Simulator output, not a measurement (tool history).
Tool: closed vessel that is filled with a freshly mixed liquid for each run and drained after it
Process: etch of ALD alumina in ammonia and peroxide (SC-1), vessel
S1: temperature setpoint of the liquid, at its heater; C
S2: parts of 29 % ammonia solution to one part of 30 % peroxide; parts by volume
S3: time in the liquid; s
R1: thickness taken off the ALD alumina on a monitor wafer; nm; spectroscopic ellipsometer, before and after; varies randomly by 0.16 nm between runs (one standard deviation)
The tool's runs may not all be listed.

run 1 day=0.000 | S1=60.0 S2=0.6 S3=305 | R1=27.891
run 2 day=0.112 | S1=60.0 S2=0.6 S3=330 | R1=29.446
run 3 day=0.388 | S1=57.0 S2=0.6 S3=330 | R1=25.531
run 4 day=0.538 | S1=63.5 S2=0.6 S3=330 | R1=35.959
run 5 day=0.679 | S1=60.0 S2=0.6 S3=330 | R1=29.366
run 6 day=0.808 | S1=57.5 S2=0.6 S3=330 | R1=26.221
run 7 day=1.012 | S1=57.5 S2=0.6 S3=330 | R1=26.176
run 8 day=1.171 | S1=56.0 S2=0.6 S3=330 | R1=24.467
run 9 day=1.358 | S1=56.0 S2=0.6 S3=330 | R1=23.847
run 10 day=1.442 | S1=55.0 S2=0.6 S3=330 | R1=22.975
run 11 day=1.783 | S1=54.0 S2=0.6 S3=330 | R1=21.411

Run 12 comes next. What will it give?
run 12 day=1.904 | S1=53.5 S2=0.6 S3=330 | R1=?

Run 12 came out at R1 21.099 nm.

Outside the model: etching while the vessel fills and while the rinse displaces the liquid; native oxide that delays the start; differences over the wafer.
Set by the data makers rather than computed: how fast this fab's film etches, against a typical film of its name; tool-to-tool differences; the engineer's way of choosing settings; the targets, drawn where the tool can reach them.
